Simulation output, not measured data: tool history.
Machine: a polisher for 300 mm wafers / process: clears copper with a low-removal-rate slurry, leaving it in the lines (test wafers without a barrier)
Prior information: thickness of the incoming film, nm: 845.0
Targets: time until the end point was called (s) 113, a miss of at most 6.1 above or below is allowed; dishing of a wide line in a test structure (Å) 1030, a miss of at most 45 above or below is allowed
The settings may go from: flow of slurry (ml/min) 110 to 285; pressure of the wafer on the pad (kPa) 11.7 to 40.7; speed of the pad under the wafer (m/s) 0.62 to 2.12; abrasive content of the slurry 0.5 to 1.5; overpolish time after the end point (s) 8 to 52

run,hour,flow of slurry (ml/min),pressure of the wafer on the pad (kPa),speed of the pad under the wafer (m/s),abrasive content of the slurry,overpolish time after the end point (s),time until the end point was called (s),dishing of a wide line in a test structure (Å)
1,0,180,26.2,1.36,1,26,165.26,792.17
2,2,185,28.3,1.36,1,26,151.37,847.27
3,6.5,185,25.5,1.36,1,26,166.02,809.27
4,12.2,185,25.5,1.36,1.15,26,157.66,829.83
5,18.9,190,27.6,1.36,1.15,26,144.75,888.25
6,26.8,190,31,1.36,1.15,26,128.57,935.66
7,30.6,195,31.7,1.36,1.15,26,125.1,987.54
8,38.4,200,32.4,1.36,1.15,26,121.68,975.39
9,39.7,200,33.1,1.36,1.15,26,123.3,1006.3
# hour 41.7: worn pad replaced by a new one
10,41.7,200,33.8,1.36,1.15,26,110.4,1090.4

Which single option among these 5 for the next run brings every result within its allowed miss of target? Just one does.
A,43.7,125,35.2,1.32,1.45,28,?,?
B,43.7,170,33.8,1.44,1,25,?,?
C,43.7,215,31,1.52,1.1,29,?,?
D,43.7,235,37.2,1.34,0.75,29,?,?
E,43.7,210,31,1.26,1.2,29,?,?

move,time until the end point was called (s),dishing of a wide line in a test structure (Å)
A,112.92,1130.4
B,112.58,1044.4
C,109.74,1162.4
D,113,1163.2
E,128.11,1049.4
A: the biggest miss grows against the last run
B: meets every target
C: the biggest miss grows against the last run
D: the biggest miss grows against the last run
E: brings the last run's worst result on target, with another outside its allowed miss
Move B is the one to make.
